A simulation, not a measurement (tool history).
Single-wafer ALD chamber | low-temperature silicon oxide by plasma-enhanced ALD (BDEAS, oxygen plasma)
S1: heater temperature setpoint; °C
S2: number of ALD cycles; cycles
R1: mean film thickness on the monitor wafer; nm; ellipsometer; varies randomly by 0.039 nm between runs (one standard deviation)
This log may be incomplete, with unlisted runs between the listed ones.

{"run": 1, "day": 0.0, "S1": 115, "S2": 57, "R1": 7.6877}
{"run": 2, "day": 0.204, "S1": 115, "S2": 51, "R1": 6.9492}
{"run": 3, "day": 0.438, "S1": 121, "S2": 51, "R1": 6.8119}
{"run": 4, "day": 0.467, "S1": 119, "S2": 53, "R1": 7.1426}
{"run": 5, "day": 0.75, "S1": 119, "S2": 60, "R1": 8.0714}
{"run": 6, "day": 0.867, "S1": 118, "S2": 61, "R1": 8.2911}
{"run": 7, "day": 1.108, "S1": 117, "S2": 61, "R1": 8.249}
{"run": 8, "day": 1.158, "S1": 116, "S2": 62, "R1": 8.4836}
{"run": 9, "day": 1.304, "S1": 115, "S2": 62, "R1": 8.4733}

Estimate the outcome of run 10 from the log above:
{"run": 10, "day": 1.679, "S1": 115, "S2": 62, "R1": "?"}

R1: 8.4490 nm
